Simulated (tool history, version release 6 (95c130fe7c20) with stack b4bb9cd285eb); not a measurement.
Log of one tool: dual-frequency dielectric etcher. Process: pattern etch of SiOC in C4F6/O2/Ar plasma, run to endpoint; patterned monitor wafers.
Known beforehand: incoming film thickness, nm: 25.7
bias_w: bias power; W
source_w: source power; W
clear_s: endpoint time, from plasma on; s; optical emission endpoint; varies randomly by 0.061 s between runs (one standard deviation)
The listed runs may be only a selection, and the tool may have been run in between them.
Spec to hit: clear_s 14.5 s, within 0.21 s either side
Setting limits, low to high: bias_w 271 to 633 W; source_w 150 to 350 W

{"run": 1, "hour": 0.0, "bias_w": 452, "source_w": 250, "clear_s": 12.065}
{"run": 2, "hour": 3.0, "bias_w": 421, "source_w": 240, "clear_s": 12.531}
{"run": 3, "hour": 12.0, "bias_w": 474, "source_w": 240, "clear_s": 11.97}
{"run": 4, "hour": 19.7, "bias_w": 543, "source_w": 240, "clear_s": 11.433}
{"run": 5, "hour": 26.3, "bias_w": 498, "source_w": 230, "clear_s": 11.906}
{"run": 6, "hour": 32.1, "bias_w": 455, "source_w": 230, "clear_s": 12.343}
{"run": 7, "hour": 33.3, "bias_w": 425, "source_w": 230, "clear_s": 12.591}
{"run": 8, "hour": 40.4, "bias_w": 399, "source_w": 220, "clear_s": 13.053}

Consider the 4 candidate settings below. Which is the only one whose results all fall within their allowed miss of target?
{"run": "A", "hour": 47.5, "bias_w": 347, "source_w": 210, "clear_s": "?"}
{"run": "B", "hour": 47.5, "bias_w": 487, "source_w": 270, "clear_s": "?"}
{"run": "C", "hour": 47.5, "bias_w": 425, "source_w": 160, "clear_s": "?"}
{"run": "D", "hour": 47.5, "bias_w": 356, "source_w": 270, "clear_s": "?"}

move=A clear_s=13.892
move=B clear_s=11.235
move=C clear_s=14.357
move=D clear_s=12.518
A: better than the last run, though not everything is in spec
B: the biggest miss grows against the last run
C: in spec on every target
D: the biggest miss grows against the last run
Go with C: it meets all targets.
